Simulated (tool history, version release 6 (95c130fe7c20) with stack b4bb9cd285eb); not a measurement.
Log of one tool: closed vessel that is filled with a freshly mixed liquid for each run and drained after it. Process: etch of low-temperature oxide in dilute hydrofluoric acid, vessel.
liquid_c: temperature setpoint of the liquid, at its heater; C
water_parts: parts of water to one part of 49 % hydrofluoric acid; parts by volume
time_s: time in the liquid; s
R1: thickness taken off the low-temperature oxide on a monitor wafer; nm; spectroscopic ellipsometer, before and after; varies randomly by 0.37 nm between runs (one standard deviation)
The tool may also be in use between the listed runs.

run 1 hour=0.0 | liquid_c=21.0 water_parts=150 time_s=210 | R1=22.522
run 2 hour=3.4 | liquid_c=21.0 water_parts=150 time_s=170 | R1=18.410
run 3 hour=10.6 | liquid_c=23.0 water_parts=125 time_s=170 | R1=24.651
run 4 hour=20.0 | liquid_c=23.0 water_parts=125 time_s=170 | R1=24.326
run 5 hour=22.5 | liquid_c=23.0 water_parts=150 time_s=170 | R1=20.112
run 6 hour=27.2 | liquid_c=23.0 water_parts=105 time_s=170 | R1=30.184
run 7 hour=29.6 | liquid_c=24.5 water_parts=95 time_s=170 | R1=35.585
run 8 hour=31.0 | liquid_c=28.5 water_parts=75 time_s=170 | R1=54.074

Forecast run 9:
run 9 hour=33.8 | liquid_c=28.0 water_parts=75 time_s=170 | R1=?

Run 9 measured R1 53.284 nm.
